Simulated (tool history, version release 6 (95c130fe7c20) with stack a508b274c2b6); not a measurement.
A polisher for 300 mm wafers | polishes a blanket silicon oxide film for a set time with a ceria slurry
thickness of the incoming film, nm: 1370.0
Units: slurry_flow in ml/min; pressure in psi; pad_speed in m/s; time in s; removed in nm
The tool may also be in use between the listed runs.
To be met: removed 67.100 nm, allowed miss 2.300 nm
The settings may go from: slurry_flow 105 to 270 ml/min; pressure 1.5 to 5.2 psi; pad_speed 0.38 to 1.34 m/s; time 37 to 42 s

run    day  slurry_flow  pressure  pad_speed  time  removed
  1  0.000          175       3.3       0.86    42  145.110
  2  0.154          175       3.1       0.84    42  135.970
  3  0.292          175       2.9       0.82    42  121.930
  4  0.446          175       2.5       0.82    42  110.680
  5  0.500          175       2.5       0.82    37   98.020
  6  0.529          175       2.4       0.82    37   95.099
  7  0.625          175       2.3       0.82    37   94.426
  8  0.896          160       1.5       0.70    37   60.345

Which of these 5 next moves meets every target?
  A  1.167          150       1.5       0.60    37        ?
  B  1.167          145       1.6       0.66    39        ?
  C  1.167          180       1.6       0.72    38        ?
  D  1.167          170       1.5       0.64    37        ?
  E  1.167          180       1.6       0.54    37        ?

move  removed
   A   50.975
   B   61.012
   C   65.913
   D   54.845
   E   48.705
A: further off than the last run
B: nearer than the last run, and not there yet
C: meets every target
D: further off than the last run
E: further off than the last run
The right move is C.

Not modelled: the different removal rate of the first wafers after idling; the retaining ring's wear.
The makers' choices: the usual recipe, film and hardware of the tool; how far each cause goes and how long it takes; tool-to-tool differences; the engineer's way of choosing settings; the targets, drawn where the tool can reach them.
